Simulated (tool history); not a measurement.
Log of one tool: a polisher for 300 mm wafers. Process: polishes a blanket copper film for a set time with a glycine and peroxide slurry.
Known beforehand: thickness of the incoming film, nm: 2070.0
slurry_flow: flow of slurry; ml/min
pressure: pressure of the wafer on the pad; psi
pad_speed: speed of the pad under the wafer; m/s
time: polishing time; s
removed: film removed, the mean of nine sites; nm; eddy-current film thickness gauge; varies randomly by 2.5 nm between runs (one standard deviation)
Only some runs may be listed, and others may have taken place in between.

| run | day | slurry_flow | pressure | pad_speed | time | removed |
|---|---|---|---|---|---|---|
| 1 | 0.000 | 260 | 3.1 | 1.04 | 53 | 397.20 |
| 2 | 0.108 | 215 | 3.1 | 1.04 | 53 | 386.01 |
| 3 | 0.475 | 260 | 3.1 | 1.04 | 53 | 398.17 |
| 4 | 0.633 | 255 | 2.8 | 1.04 | 53 | 371.44 |
| 5 | 0.775 | 250 | 2.5 | 1.04 | 53 | 345.30 |
| 6 | 1.021 | 245 | 2.3 | 1.04 | 53 | 316.26 |
| 7 | 1.058 | 235 | 2.2 | 1.04 | 53 | 308.53 |

Estimate the outcome of run 8 from the log above:
| 8 | 1.296 | 235 | 2.2 | 1.04 | 53 | ? |

removed: 305.67 nm
